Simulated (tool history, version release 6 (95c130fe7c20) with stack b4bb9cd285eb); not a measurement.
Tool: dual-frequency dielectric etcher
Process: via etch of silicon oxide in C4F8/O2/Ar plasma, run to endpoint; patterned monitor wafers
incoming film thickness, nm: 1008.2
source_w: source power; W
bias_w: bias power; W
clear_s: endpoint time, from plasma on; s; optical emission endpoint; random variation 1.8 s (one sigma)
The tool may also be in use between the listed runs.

run 1 hour=0 | source_w=2620 bias_w=1616 | clear_s=199.64
run 2 hour=6.6 | source_w=2620 bias_w=1801 | clear_s=193.61
run 3 hour=11.8 | source_w=2620 bias_w=1634 | clear_s=198.36
run 4 hour=14 | source_w=2220 bias_w=1634 | clear_s=217.67
run 5 hour=20.5 | source_w=2450 bias_w=1634 | clear_s=204.81
run 6 hour=21.7 | source_w=2370 bias_w=1620 | clear_s=206.53
run 7 hour=24.1 | source_w=2370 bias_w=1620 | clear_s=209.72
run 8 hour=31.8 | source_w=2310 bias_w=1610 | clear_s=213.69
run 9 hour=35.3 | source_w=2270 bias_w=1603 | clear_s=215.69
run 10 hour=38.8 | source_w=2230 bias_w=1597 | clear_s=218.75
run 11 hour=44.7 | source_w=2200 bias_w=1593 | clear_s=221.03

Estimate the outcome of run 12 from the log above:
run 12 hour=47.2 | source_w=2180 bias_w=1590 | clear_s=?

clear_s: 217.33 s
